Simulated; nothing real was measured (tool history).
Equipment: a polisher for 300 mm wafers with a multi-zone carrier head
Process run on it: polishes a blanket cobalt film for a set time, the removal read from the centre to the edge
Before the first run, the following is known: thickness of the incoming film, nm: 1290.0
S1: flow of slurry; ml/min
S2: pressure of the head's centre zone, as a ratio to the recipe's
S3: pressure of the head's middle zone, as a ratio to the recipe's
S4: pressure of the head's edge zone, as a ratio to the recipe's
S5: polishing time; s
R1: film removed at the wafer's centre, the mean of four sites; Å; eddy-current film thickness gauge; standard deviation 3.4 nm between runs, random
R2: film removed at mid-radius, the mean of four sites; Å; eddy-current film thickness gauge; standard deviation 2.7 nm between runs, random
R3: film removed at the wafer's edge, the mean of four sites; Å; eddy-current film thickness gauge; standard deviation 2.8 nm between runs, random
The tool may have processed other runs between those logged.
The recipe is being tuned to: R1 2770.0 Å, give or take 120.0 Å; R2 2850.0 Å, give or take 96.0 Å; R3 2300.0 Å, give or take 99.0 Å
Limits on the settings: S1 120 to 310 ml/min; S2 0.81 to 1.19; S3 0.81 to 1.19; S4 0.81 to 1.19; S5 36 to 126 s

| run | hour | S1 | S2 | S3 | S4 | S5 | R1 | R2 | R3 |
|---|---|---|---|---|---|---|---|---|---|
| 1 | 0.0 | 200 | 1.00 | 1.00 | 1.00 | 81 | 3888.9 | 3824.4 | 3752.1 |
| 2 | 7.5 | 200 | 1.01 | 1.01 | 0.98 | 78 | 3767.3 | 3780.3 | 3606.3 |
| 3 | 14.0 | 205 | 1.02 | 1.02 | 0.97 | 74 | 3625.0 | 3598.6 | 3403.9 |
| 4 | 15.4 | 205 | 1.03 | 1.03 | 0.96 | 71 | 3457.7 | 3511.6 | 3215.0 |
| 5 | 17.1 | 205 | 1.04 | 1.03 | 0.95 | 69 | 3411.2 | 3402.8 | 3088.8 |
| 6 | 21.9 | 205 | 1.04 | 1.03 | 0.94 | 68 | 3402.1 | 3339.2 | 3079.4 |
| 7 | 29.5 | 205 | 1.04 | 1.04 | 0.93 | 66 | 3230.3 | 3230.6 | 2892.1 |
| 8 | 38.5 | 200 | 1.04 | 1.04 | 0.92 | 65 | 3214.2 | 3217.7 | 2925.6 |
| 9 | 39.1 | 205 | 1.05 | 1.05 | 0.92 | 63 | 3117.3 | 3160.2 | 2825.9 |
| 10 | 40.4 | 205 | 1.06 | 1.06 | 0.91 | 62 | 3147.2 | 3172.6 | 2737.6 |
| 11 | 49.1 | 175 | 1.04 | 1.06 | 0.81 | 52 | 2516.9 | 2565.4 | 2081.8 |
| 12 | 49.7 | 230 | 1.06 | 1.09 | 0.86 | 52 | 2686.4 | 2709.0 | 2258.6 |
| 13 | 52.5 | 230 | 1.08 | 1.11 | 0.87 | 52 | 2720.1 | 2749.4 | 2285.5 |

Which single option among these 5 for the next run brings every result within its allowed miss of target? Just one does.
| A | 55.3 | 260 | 1.12 | 1.06 | 0.91 | 50 | ? | ? | ? |
| B | 55.3 | 205 | 1.11 | 1.09 | 0.82 | 51 | ? | ? | ? |
| C | 55.3 | 210 | 1.15 | 1.07 | 0.91 | 53 | ? | ? | ? |
| D | 55.3 | 285 | 1.14 | 1.19 | 0.96 | 49 | ? | ? | ? |
| E | 55.3 | 295 | 1.11 | 1.11 | 0.94 | 48 | ? | ? | ? |

| move | R1 | R2 | R3 |
|---|---|---|---|
| A | 2690.2 | 2581.6 | 2273.0 |
| B | 2628.0 | 2611.8 | 2158.8 |
| C | 2827.3 | 2680.7 | 2358.2 |
| D | 2710.2 | 2822.7 | 2297.8 |
| E | 2603.1 | 2613.9 | 2237.2 |
A: misses by more than the last run did
B: misses by more than the last run did
C: misses by more than the last run did
D: all results in spec
E: misses by more than the last run did
Go with D: it meets all targets.
